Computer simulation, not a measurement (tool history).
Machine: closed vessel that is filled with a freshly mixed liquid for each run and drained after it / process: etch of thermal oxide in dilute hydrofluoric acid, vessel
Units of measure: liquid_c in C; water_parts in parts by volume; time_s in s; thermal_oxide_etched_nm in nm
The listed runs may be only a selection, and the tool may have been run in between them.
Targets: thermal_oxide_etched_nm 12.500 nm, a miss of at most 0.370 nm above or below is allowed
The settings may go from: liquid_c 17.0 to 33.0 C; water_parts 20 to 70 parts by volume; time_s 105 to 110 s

run    day  liquid_c  water_parts  time_s  thermal_oxide_etched_nm
  1  0.000      25.0           40     105                   14.464
  2  0.042      27.5           40     105                   16.116
  3  0.088      25.0           40     105                   14.414
  4  0.283      24.0           40     105                   13.850
  5  0.338      24.0           35     105                   16.150
  6  0.517      21.5           35     105                   14.162
  7  0.771      21.0           35     105                   13.996
  8  0.988      20.5           35     105                   13.791
  9  1.238      20.0           35     105                   13.599
 10  1.433      19.5           35     105                   13.073
 11  1.667      19.0           35     105                   13.031

Of the 4 settings listed for the next run, only one would bring every result within its allowed miss of target. Which one?
  A  1.900      19.5           40     105                        ?
  B  1.900      20.0           40     105                        ?
  C  1.900      18.5           35     105                        ?
  D  1.900      17.0           35     105                        ?

move  thermal_oxide_etched_nm
   A                   11.568
   B                   11.818
   C                   12.736
   D                   11.929
A: carries the result that was furthest off beyond its target, to the other side
B: carries the result that was furthest off beyond its target, to the other side
C: every result lands within tolerance
D: carries the result that was furthest off beyond its target, to the other side
The right move is C.
